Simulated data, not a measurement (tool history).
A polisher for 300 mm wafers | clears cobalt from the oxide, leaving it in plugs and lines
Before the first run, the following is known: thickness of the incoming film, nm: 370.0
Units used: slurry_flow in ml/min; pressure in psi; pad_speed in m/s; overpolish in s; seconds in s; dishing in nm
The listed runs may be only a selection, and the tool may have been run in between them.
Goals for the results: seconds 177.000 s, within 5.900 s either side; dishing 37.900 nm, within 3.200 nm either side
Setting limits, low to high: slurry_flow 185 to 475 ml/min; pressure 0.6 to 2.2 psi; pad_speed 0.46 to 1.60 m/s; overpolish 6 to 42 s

Run 1, hour 0.0: slurry_flow 305 ml/min, pressure 1.4 psi, pad_speed 1.02 m/s, overpolish 21 s. Result: seconds 108.150 s, dishing 39.067 nm.
Run 2, hour 8.1: slurry_flow 305 ml/min, pressure 1.3 psi, pad_speed 1.02 m/s, overpolish 22 s. Result: seconds 116.510 s, dishing 39.400 nm.
Run 3, hour 16.0: slurry_flow 305 ml/min, pressure 1.3 psi, pad_speed 1.02 m/s, overpolish 13 s. Result: seconds 114.890 s, dishing 29.371 nm.
Run 4, hour 23.8: slurry_flow 305 ml/min, pressure 1.2 psi, pad_speed 1.02 m/s, overpolish 15 s. Result: seconds 120.360 s, dishing 30.981 nm.
Run 5, hour 25.2: slurry_flow 305 ml/min, pressure 1.2 psi, pad_speed 1.22 m/s, overpolish 15 s. Result: seconds 102.860 s, dishing 35.221 nm.
Run 6, hour 27.7: slurry_flow 305 ml/min, pressure 1.5 psi, pad_speed 1.22 m/s, overpolish 15 s. Result: seconds 86.212 s, dishing 37.051 nm.
At hour 36.1: slurry nozzle cleaned.
Run 7, hour 36.1: slurry_flow 305 ml/min, pressure 1.4 psi, pad_speed 1.18 m/s, overpolish 17 s. Result: seconds 91.734 s, dishing 39.772 nm.
Run 8, hour 37.2: slurry_flow 305 ml/min, pressure 1.3 psi, pad_speed 1.16 m/s, overpolish 18 s. Result: seconds 100.340 s, dishing 40.096 nm.
Run 9, hour 44.9: slurry_flow 305 ml/min, pressure 1.3 psi, pad_speed 1.16 m/s, overpolish 18 s. Result: seconds 96.501 s, dishing 37.556 nm.
Run 10, hour 50.7: slurry_flow 305 ml/min, pressure 1.2 psi, pad_speed 1.12 m/s, overpolish 20 s. Result: seconds 107.330 s, dishing 37.931 nm.
Run 11, hour 56.2: slurry_flow 305 ml/min, pressure 1.1 psi, pad_speed 1.08 m/s, overpolish 22 s. Result: seconds 121.130 s, dishing 36.282 nm.
Run 12, hour 62.2: slurry_flow 300 ml/min, pressure 0.7 psi, pad_speed 1.06 m/s, overpolish 32 s. Result: seconds 164.330 s, dishing 38.764 nm.

Next run, 5 choices. One meets every target within its allowed miss, the rest don't. Which?
Run A, hour 68.2: slurry_flow 260 ml/min, pressure 0.6 psi, pad_speed 1.08 m/s, overpolish 33 s. Result: seconds ?, dishing ?.
Run B, hour 68.2: slurry_flow 260 ml/min, pressure 0.7 psi, pad_speed 1.04 m/s, overpolish 36 s. Result: seconds ?, dishing ?.
Run C, hour 68.2: slurry_flow 190 ml/min, pressure 1.0 psi, pad_speed 0.94 m/s, overpolish 28 s. Result: seconds ?, dishing ?.
Run D, hour 68.2: slurry_flow 245 ml/min, pressure 0.7 psi, pad_speed 1.18 m/s, overpolish 21 s. Result: seconds ?, dishing ?.
Run E, hour 68.2: slurry_flow 285 ml/min, pressure 0.7 psi, pad_speed 1.22 m/s, overpolish 26 s. Result: seconds ?, dishing ?.

move  seconds  dishing
   A  178.130   37.981
   B  168.630   40.240
   C  151.400   37.816
   D  149.860   32.957
   E  143.350   37.476
A: hits every target within its allowed miss
B: closes in on the targets versus the last run, not all within tolerance yet
C: lands further from the targets than the last run did
D: lands further from the targets than the last run did
E: lands further from the targets than the last run did
Answer: A

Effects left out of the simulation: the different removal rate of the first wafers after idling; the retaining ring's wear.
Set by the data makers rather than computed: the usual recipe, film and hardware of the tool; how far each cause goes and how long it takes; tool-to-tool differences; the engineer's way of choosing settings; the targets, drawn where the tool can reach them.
